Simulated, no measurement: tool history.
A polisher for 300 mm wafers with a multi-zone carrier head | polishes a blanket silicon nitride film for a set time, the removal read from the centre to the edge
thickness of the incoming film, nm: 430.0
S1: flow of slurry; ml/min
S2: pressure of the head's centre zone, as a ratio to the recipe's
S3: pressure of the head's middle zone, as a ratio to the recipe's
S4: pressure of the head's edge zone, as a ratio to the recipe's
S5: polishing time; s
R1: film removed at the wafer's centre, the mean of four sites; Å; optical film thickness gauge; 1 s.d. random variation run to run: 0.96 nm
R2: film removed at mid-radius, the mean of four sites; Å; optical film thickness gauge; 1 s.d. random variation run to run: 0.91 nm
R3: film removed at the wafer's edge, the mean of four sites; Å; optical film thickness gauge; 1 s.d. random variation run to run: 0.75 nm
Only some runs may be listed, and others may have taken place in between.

Run 1, hour 0.0: S1 245 ml/min, S2 1.00, S3 1.00, S4 1.00, S5 81 s. Result: R1 1271.90 Å, R2 1273.30 Å, R3 1302.90 Å.
Run 2, hour 5.8: S1 285 ml/min, S2 1.00, S3 1.00, S4 1.00, S5 81 s. Result: R1 1312.40 Å, R2 1299.90 Å, R3 1310.60 Å.
Run 3, hour 8.0: S1 335 ml/min, S2 1.00, S3 1.00, S4 1.00, S5 81 s. Result: R1 1307.60 Å, R2 1327.90 Å, R3 1303.00 Å.
Run 4, hour 11.0: S1 335 ml/min, S2 0.97, S3 0.99, S4 1.00, S5 76 s. Result: R1 1181.80 Å, R2 1223.60 Å, R3 1242.50 Å.
Run 5, hour 15.4: S1 335 ml/min, S2 0.97, S3 0.99, S4 1.00, S5 86 s. Result: R1 1319.00 Å, R2 1387.00 Å, R3 1384.60 Å.
Run 6, hour 21.2: S1 335 ml/min, S2 0.93, S3 0.99, S4 1.00, S5 86 s. Result: R1 1263.60 Å, R2 1389.60 Å, R3 1380.40 Å.
Run 7, hour 22.6: S1 265 ml/min, S2 0.83, S3 0.90, S4 0.93, S5 64 s. Result: R1 871.70 Å, R2 923.83 Å, R3 963.95 Å.

Estimate the outcome of run 8 from the log above:
Run 8, hour 30.8: S1 265 ml/min, S2 0.83, S3 0.91, S4 0.95, S5 61 s. Result: R1 ?, R2 ?, R3 ?.

{"run 8": {"R1": 803.99, "R2": 894.64, "R3": 952.05}}
